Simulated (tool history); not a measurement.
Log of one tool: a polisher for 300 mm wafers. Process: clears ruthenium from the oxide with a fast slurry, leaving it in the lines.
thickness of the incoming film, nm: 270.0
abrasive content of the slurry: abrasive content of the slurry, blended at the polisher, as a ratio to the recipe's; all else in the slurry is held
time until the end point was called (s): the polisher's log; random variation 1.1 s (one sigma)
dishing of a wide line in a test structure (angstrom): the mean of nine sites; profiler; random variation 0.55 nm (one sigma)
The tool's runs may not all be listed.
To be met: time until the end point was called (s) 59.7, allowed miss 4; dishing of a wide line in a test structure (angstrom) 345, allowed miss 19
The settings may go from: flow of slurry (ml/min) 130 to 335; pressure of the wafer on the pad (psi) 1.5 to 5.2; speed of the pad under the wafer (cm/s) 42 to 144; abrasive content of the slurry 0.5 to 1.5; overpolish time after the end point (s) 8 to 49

run  hour  flow of slurry (ml/min)  pressure of the wafer on the pad (psi)  speed of the pad under the wafer (cm/s)  abrasive content of the slurry  overpolish time after the end point (s)  time until the end point was called (s)  dishing of a wide line in a test structure (angstrom)
  1     0                      215                                     3.3                                       92                               1                                       25                                    64.73                                                 817.55
  2   2.4                      215                                     2.6                                       92                               1                                       25                                   81.502                                                  641.9
  3  11.2                      215                                     2.6                                      112                               1                                       25                                   68.137                                                 738.16
  4  17.4                      220                                     2.3                                      120                            1.05                                       21                                   72.626                                                 621.64
  5  24.5                      220                                     2.3                                      120                            0.85                                       21                                   78.894                                                 580.66
  6  27.3                      220                                       3                                      120                            0.85                                       21                                   61.224                                                 712.21
  7  33.9                      195                                     2.9                                      126                            0.75                                       18                                   65.443                                                 594.99
  8  40.7                      180                                     2.9                                      130                             0.7                                       15                                   66.329                                                 502.05
  9    44                      165                                       3                                      134                            0.65                                       13                                   65.679                                                 443.41
 10  44.9                      155                                     3.1                                      136                             0.6                                       12                                   66.375                                                 414.69
 11  53.6                      155                                     3.1                                      136                             0.6                                       12                                   66.614                                                 406.31
 12  55.8                      150                                     3.2                                      136                            0.55                                       11                                   68.312                                                 379.32

Which of these 5 next moves meets every target?
  A    58                      175                                     2.7                                      122                             0.5                                       15                                        ?                                                      ?
  B    58                      135                                     3.9                                      136                             0.6                                        8                                        ?                                                      ?
  C    58                      135                                     3.8                                      126                             0.6                                        9                                        ?                                                      ?
  D    58                      195                                     3.5                                      144                             0.6                                        8                                        ?                                                      ?
  E    58                      180                                     2.8                                      132                             0.5                                       14                                        ?                                                      ?

move  time until the end point was called (s)  dishing of a wide line in a test structure (angstrom)
   A                                   90.162                                                 375.28
   B                                   54.103                                                 336.77
   C                                   59.283                                                 345.05
   D                                   54.159                                                 336.45
   E                                   81.024                                                 388.47
A: further off than the last run
B: takes the result that was furthest off past its target
C: meets every target
D: takes the result that was furthest off past its target
E: further off than the last run
Move C is the one to make.

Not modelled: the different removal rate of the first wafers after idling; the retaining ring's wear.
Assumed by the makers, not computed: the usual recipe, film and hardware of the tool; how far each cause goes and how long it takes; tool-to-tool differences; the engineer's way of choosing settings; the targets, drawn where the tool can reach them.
